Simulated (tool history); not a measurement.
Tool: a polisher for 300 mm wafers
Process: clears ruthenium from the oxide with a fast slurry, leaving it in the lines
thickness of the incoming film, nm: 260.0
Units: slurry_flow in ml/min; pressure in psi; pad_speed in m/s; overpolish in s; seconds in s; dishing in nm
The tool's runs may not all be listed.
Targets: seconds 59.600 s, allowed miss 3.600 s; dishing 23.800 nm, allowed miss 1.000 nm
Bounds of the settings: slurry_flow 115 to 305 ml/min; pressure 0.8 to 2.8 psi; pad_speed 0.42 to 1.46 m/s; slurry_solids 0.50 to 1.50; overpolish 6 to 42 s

run  hour  slurry_flow  pressure  pad_speed  slurry_solids  overpolish  seconds  dishing
  1   0.0          195       1.8       0.94           1.00          21  104.920   42.340
  2   3.8          195       1.8       0.94           1.00          19  102.440   39.661
  3   8.5          240       1.8       0.94           1.00          19  101.240   39.926
  4  11.3          250       1.8       0.94           1.00          17   99.455   37.391
  5  14.8          250       1.8       0.94           1.00          23  101.380   47.502
  6  15.9          250       1.9       0.94           1.00          23   94.660   48.939
  7  20.7          255       2.0       0.90           1.00          21   92.191   45.508
  8  27.6          255       2.0       0.90           1.00          21   96.020   45.488
  9  32.6          240       2.0       0.96           0.95          19   91.185   44.478
 10  33.5          250       2.0       0.92           1.00          17   90.186   40.321
 11  37.1          255       2.1       0.86           1.05          16   92.194   38.043
 12  41.1          260       2.1       0.84           1.10          15   90.905   36.411
 13  44.5          305       2.3       0.62           1.35           6   97.689   14.645
 14  52.1          300       2.4       0.64           1.35           6   92.711   15.749
 15  60.7          300       2.4       0.66           1.35           6   93.487   16.469
 16  64.1          300       2.4       0.68           1.35           6   86.464   17.032
 17  71.2          300       2.4       0.70           1.35           6   86.546   16.959
 18  77.8          295       2.4       0.72           1.35           6   82.935   17.291
 19  78.6          290       2.4       0.74           1.35           6   81.644   17.688
 20  85.1          290       2.4       0.76           1.35           6   78.021   18.306
 21  93.8          285       2.4       0.76           1.35           6   80.789   18.311
 22  98.5          285       2.4       0.78           1.35           6   77.769   18.432

5 next moves are on the table. One of them brings every result within its allowed miss. Which?
  A  103.2          305       2.5       0.96           1.45           6        ?        ?
  B  103.2          205       1.9       0.76           1.15          12        ?        ?
  C  103.2          295       2.2       0.66           1.25          10        ?        ?
  D  103.2          275       2.0       0.56           1.50          15        ?        ?
  E  103.2          305       2.1       0.54           1.35           6        ?        ?

move  seconds  dishing
   A   60.963   23.382
   B  112.760   25.032
   C  103.620   22.982
   D  124.080   27.933
   E  125.920   12.067
A: meets every target
B: takes the result that was furthest off past its target
C: brings the result that was furthest off to its target, and leaves another outside
D: takes the result that was furthest off past its target
E: further off than the last run
The right move is A.

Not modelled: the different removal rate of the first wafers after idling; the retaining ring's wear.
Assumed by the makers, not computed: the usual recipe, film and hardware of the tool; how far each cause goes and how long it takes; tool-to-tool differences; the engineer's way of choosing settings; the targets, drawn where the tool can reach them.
